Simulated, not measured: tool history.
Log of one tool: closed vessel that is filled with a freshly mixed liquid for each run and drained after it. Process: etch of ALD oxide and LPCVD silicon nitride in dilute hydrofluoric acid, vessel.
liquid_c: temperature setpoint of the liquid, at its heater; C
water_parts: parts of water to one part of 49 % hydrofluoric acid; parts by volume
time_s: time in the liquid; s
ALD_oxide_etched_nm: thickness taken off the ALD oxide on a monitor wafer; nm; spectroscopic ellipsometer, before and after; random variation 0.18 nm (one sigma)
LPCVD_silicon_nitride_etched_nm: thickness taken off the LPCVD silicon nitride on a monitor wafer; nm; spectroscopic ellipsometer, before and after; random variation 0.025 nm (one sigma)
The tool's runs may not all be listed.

run  hour  liquid_c  water_parts  time_s  ALD_oxide_etched_nm  LPCVD_silicon_nitride_etched_nm
  1   0.0      21.0          150     225               22.314                          0.61214
  2   3.7      21.0          150     285               28.804                          0.75852
  3   4.9      18.0          150     285               25.107                          0.62401
  4  12.3      18.0          105     285               37.922                          0.84563
  5  20.2      18.5          130     285               30.437                          0.73951
  6  28.1      18.5           80     285               51.964                          1.17340
  7  30.8      19.0          105     285               39.477                          0.91642
  8  31.9      19.0          125     285               32.301                          0.81990
  9  38.0      19.0          140     285               28.888                          0.71266
 10  47.0      19.0          155     285               25.271                          0.61312

The next listed run, before its measurement:
 11  52.8      19.5          165     285                    ?                                ?

ALD_oxide_etched_nm: 24.058 nm
LPCVD_silicon_nitride_etched_nm: 0.64206 nm

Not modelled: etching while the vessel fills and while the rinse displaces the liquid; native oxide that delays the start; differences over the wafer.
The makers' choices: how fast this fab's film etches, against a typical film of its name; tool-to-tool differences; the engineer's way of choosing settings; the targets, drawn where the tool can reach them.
